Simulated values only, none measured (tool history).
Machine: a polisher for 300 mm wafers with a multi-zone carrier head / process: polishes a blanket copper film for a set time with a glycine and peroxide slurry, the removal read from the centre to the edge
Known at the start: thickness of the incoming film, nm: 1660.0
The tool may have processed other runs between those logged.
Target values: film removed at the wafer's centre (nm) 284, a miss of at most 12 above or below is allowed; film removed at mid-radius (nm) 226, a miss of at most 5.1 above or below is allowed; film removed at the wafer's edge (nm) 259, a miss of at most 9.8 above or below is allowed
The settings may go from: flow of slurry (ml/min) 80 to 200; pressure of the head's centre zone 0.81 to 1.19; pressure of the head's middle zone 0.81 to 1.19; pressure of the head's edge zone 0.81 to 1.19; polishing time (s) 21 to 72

run,hour,flow of slurry (ml/min),pressure of the head's centre zone,pressure of the head's middle zone,pressure of the head's edge zone,polishing time (s),film removed at the wafer's centre (nm),film removed at mid-radius (nm),film removed at the wafer's edge (nm)
1,0,130,1,1,1,46,308.39,301.69,310.93
2,2.9,130,1,1,0.96,46,299.77,305.3,296.55
3,4.1,130,1,0.95,0.96,46,301.48,290.78,296.86
4,10.6,130,0.96,0.95,0.96,46,296.51,292.48,299.63
5,17.9,120,0.99,0.91,0.95,45,285.89,272.84,289.48
6,19.6,115,1.04,0.88,0.94,44,293.36,257.37,282.91
7,21.1,85,1.08,0.81,0.84,43,264.81,212.9,238.68
8,27.6,90,1.08,0.81,0.86,43,271.8,215.24,246.9
9,30.8,95,1.08,0.81,0.87,43,278.57,219.41,256.31

Which one of the following 4 next-run settings gets every result inside its allowed miss? There is exactly one.
A,34,120,1.06,0.81,0.88,41,?,?,?
B,34,90,1.01,0.86,0.87,44,?,?,?
C,34,80,1.12,0.82,0.88,44,?,?,?
D,34,95,1.1,0.86,0.81,44,?,?,?

move,film removed at the wafer's centre (nm),film removed at mid-radius (nm),film removed at the wafer's edge (nm)
A,276.9,224.64,253.41
B,256.28,232.33,254.98
C,269.98,213.66,249.19
D,285.33,236.55,250.06
A: every result lands within tolerance
B: the result that was furthest off in the last run now lies on the other side of its target
C: moves away from the targets compared with the last run
D: the result that was furthest off in the last run now lies on the other side of its target
Answer: A

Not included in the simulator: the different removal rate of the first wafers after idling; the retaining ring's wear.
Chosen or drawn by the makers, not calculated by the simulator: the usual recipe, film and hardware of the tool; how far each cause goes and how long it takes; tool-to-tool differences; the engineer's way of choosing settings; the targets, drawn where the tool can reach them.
